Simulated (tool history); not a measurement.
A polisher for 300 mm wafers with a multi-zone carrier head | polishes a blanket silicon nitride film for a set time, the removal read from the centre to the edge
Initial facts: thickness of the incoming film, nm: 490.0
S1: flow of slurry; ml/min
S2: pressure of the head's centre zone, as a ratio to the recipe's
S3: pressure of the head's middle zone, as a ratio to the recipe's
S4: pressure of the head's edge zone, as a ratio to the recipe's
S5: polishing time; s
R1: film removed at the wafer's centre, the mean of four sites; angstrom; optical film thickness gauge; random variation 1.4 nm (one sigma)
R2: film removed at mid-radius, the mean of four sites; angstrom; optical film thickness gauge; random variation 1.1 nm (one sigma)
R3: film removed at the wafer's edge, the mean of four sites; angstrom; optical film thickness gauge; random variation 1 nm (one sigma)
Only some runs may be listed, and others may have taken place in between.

| run | hour | S1 | S2 | S3 | S4 | S5 | R1 | R2 | R3 |
|---|---|---|---|---|---|---|---|---|---|
| 1 | 0 | 270 | 1 | 1 | 1 | 79 | 1467.4 | 1545.5 | 1588.2 |
| 2 | 8 | 265 | 1 | 0.97 | 0.98 | 72 | 1396.7 | 1372.5 | 1420.7 |
| 3 | 12.2 | 260 | 0.97 | 0.94 | 0.98 | 66 | 1235.1 | 1222.6 | 1308.6 |
| 4 | 16.6 | 260 | 0.97 | 0.99 | 0.98 | 66 | 1260.7 | 1292.7 | 1318.7 |
| 5 | 20.2 | 255 | 0.95 | 0.96 | 0.97 | 62 | 1138 | 1165.5 | 1215 |
| 6 | 24.9 | 250 | 0.94 | 0.93 | 0.95 | 60 | 1127.2 | 1124.3 | 1168.8 |
| 7 | 26.7 | 245 | 0.93 | 0.91 | 0.95 | 58 | 1003.9 | 1040.5 | 1151.8 |
| 8 | 29.3 | 250 | 1.01 | 0.85 | 0.85 | 49 | 957.57 | 833.09 | 927.34 |

Run 9, settings as shown, results not yet in. Your forecast:
| 9 | 37.3 | 255 | 1 | 0.85 | 0.87 | 49 | ? | ? | ? |

Run 9 measured R1 922.57 angstrom, R2 838.6 angstrom, R3 936.11 angstrom.
